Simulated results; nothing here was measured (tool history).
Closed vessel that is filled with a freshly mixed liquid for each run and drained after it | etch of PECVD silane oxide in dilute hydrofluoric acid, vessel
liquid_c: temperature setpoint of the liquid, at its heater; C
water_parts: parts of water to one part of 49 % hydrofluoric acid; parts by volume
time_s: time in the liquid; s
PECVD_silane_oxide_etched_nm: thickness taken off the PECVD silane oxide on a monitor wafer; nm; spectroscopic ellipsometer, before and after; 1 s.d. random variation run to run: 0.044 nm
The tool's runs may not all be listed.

run,hour,liquid_c,water_parts,time_s,PECVD_silane_oxide_etched_nm
1,0.0,25.0,90,30,4.4573
2,3.2,23.0,90,30,4.1396
3,5.6,24.5,85,30,4.6400
4,6.6,24.5,85,30,4.6390
5,7.2,25.5,80,30,5.1785
6,8.3,28.0,80,30,5.7120
7,13.6,28.5,80,30,5.8433

Run 8 comes next. What will it give?
8,18.9,29.0,80,30,?

PECVD_silane_oxide_etched_nm: 5.9538 nm

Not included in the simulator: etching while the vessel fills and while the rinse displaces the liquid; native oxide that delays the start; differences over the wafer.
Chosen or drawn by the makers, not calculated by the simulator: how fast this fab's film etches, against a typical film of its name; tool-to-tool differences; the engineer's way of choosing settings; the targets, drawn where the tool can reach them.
